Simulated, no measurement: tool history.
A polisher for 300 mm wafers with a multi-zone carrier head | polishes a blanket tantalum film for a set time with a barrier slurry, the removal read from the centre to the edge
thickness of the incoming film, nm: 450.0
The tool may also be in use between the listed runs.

run    day  flow of slurry (ml/min)  pressure of the head's centre zone  pressure of the head's middle zone  pressure of the head's edge zone  abrasive content of the slurry  polishing time (s)  film removed at the wafer's centre (angstrom)  film removed at mid-radius (angstrom)  film removed at the wafer's edge (angstrom)
  1      0                      245                                   1                                   1                                 1                               1                  85                                         1667.3                                 1640.5                                       1573.9
  2  0.283                      240                                   1                                0.98                                 1                               1                  85                                         1665.1                                   1601                                       1574.7
  3  0.496                      240                                   1                                0.98                              1.08                               1                  85                                         1661.5                                 1614.9                                       1652.2
  4  0.825                      240                                   1                                1.02                              1.08                               1                  85                                         1641.1                                 1656.8                                         1648
  5  0.908                      235                                   1                                   1                              1.07                               1                  85                                         1659.3                                 1650.2                                         1635
  6  1.171                      235                                   1                                0.94                              1.07                               1                  85                                         1655.9                                 1524.9                                       1596.7
  7  1.396                      230                                   1                                0.93                              1.06                               1                  85                                         1677.2                                 1571.3                                       1601.1
     1.558  -- edge zone pressure recalibrated
  8  1.558                      235                                   1                                0.92                              1.06                               1                  85                                         1657.2                                 1528.4                                       1673.6

The next listed run, before its measurement:
  9  1.75                      230                                   1                                0.92                              1.05                               1                  85                                              ?                                      ?                                            ?

Run 9 gave film removed at the wafer's centre (angstrom) 1641.5, film removed at mid-radius (angstrom) 1519, film removed at the wafer's edge (angstrom) 1680.4.

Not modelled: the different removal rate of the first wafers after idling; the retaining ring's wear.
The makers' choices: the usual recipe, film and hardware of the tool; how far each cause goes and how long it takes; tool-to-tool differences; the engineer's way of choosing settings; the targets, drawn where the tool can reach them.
